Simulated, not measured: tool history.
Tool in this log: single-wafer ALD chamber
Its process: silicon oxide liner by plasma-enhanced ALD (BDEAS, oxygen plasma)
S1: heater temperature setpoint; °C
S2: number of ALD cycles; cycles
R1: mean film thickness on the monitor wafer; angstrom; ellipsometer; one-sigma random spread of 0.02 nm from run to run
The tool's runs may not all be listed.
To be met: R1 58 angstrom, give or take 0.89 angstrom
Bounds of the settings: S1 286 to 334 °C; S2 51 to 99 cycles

run,day,S1,S2,R1
1,0,310,75,70.261
2,0.175,311,71,66.438
3,0.462,311,65,60.604
4,0.662,311,56,52.523
5,0.729,311,51,47.832
6,0.942,307,51,47.957
7,1.225,306,63,59.548
8,1.571,307,63,59.152
9,1.862,308,63,59.311

Which one of the following 4 next-run settings gets every result inside its allowed miss? There is exactly one.
A,2.154,308,59,?
B,2.154,305,64,?
C,2.154,311,64,?
D,2.154,314,62,?

move,R1
A,55.226
B,60.195
C,59.616
D,57.473
A: carries the result that was furthest off beyond its target, to the other side
B: moves away from the targets compared with the last run
C: moves away from the targets compared with the last run
D: every result lands within tolerance
So the answer is move D, the one that meets all the targets.
